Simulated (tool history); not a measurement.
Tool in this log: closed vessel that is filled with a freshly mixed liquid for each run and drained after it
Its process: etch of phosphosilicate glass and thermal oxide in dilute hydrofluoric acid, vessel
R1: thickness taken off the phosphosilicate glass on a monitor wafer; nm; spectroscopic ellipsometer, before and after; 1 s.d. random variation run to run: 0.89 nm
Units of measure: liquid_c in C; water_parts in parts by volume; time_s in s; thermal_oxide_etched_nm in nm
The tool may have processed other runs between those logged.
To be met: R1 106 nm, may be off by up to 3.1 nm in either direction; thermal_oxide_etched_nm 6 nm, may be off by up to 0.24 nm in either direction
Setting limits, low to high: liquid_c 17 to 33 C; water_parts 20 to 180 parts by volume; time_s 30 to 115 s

Run 1, hour 0: liquid_c 25 C, water_parts 100 parts by volume, time_s 60 s. Result: R1 59.955 nm, thermal_oxide_etched_nm 3.4164 nm.
Run 2, hour 5: liquid_c 26.5 C, water_parts 100 parts by volume, time_s 60 s. Result: R1 64.653 nm, thermal_oxide_etched_nm 3.5803 nm.
Run 3, hour 9.8: liquid_c 26.5 C, water_parts 100 parts by volume, time_s 80 s. Result: R1 84.944 nm, thermal_oxide_etched_nm 4.8577 nm.
Run 4, hour 16.6: liquid_c 27 C, water_parts 100 parts by volume, time_s 80 s. Result: R1 86.613 nm, thermal_oxide_etched_nm 4.8506 nm.
Run 5, hour 17.1: liquid_c 25.5 C, water_parts 100 parts by volume, time_s 80 s. Result: R1 82.593 nm, thermal_oxide_etched_nm 4.7015 nm.
Run 6, hour 17.8: liquid_c 26 C, water_parts 100 parts by volume, time_s 80 s. Result: R1 83.858 nm, thermal_oxide_etched_nm 4.7516 nm.
Run 7, hour 22.8: liquid_c 26.5 C, water_parts 100 parts by volume, time_s 80 s. Result: R1 84.836 nm, thermal_oxide_etched_nm 4.785 nm.
Run 8, hour 30: liquid_c 26.5 C, water_parts 100 parts by volume, time_s 80 s. Result: R1 84.893 nm, thermal_oxide_etched_nm 4.8216 nm.
Run 9, hour 37.7: liquid_c 27 C, water_parts 100 parts by volume, time_s 80 s. Result: R1 87.513 nm, thermal_oxide_etched_nm 4.9009 nm.
Run 10, hour 42.2: liquid_c 28 C, water_parts 95 parts by volume, time_s 80 s. Result: R1 97.202 nm, thermal_oxide_etched_nm 5.3586 nm.
Run 11, hour 42.8: liquid_c 27.5 C, water_parts 90 parts by volume, time_s 80 s. Result: R1 100.72 nm, thermal_oxide_etched_nm 5.616 nm.

Which one of the following 5 next-run settings gets every result inside its allowed miss? There is exactly one.
Run A, hour 43.4: liquid_c 27.5 C, water_parts 85 parts by volume, time_s 75 s. Result: R1 ?, thermal_oxide_etched_nm ?.
Run B, hour 43.4: liquid_c 24 C, water_parts 75 parts by volume, time_s 75 s. Result: R1 ?, thermal_oxide_etched_nm ?.
Run C, hour 43.4: liquid_c 28.5 C, water_parts 95 parts by volume, time_s 75 s. Result: R1 ?, thermal_oxide_etched_nm ?.
Run D, hour 43.4: liquid_c 31.5 C, water_parts 105 parts by volume, time_s 75 s. Result: R1 ?, thermal_oxide_etched_nm ?.
Run E, hour 43.4: liquid_c 21.5 C, water_parts 80 parts by volume, time_s 95 s. Result: R1 ?, thermal_oxide_etched_nm ?.

move      R1  thermal_oxide_etched_nm
   A  98.945                     5.66
   B  98.922                   5.6587
   C  90.753                   5.1914
   D  90.595                   5.1824
   E  105.45                   6.0319
A: its largest miss is bigger than the last run's
B: its largest miss is bigger than the last run's
C: its largest miss is bigger than the last run's
D: its largest miss is bigger than the last run's
E: all results land within tolerance of their targets
The move that meets every target is E.
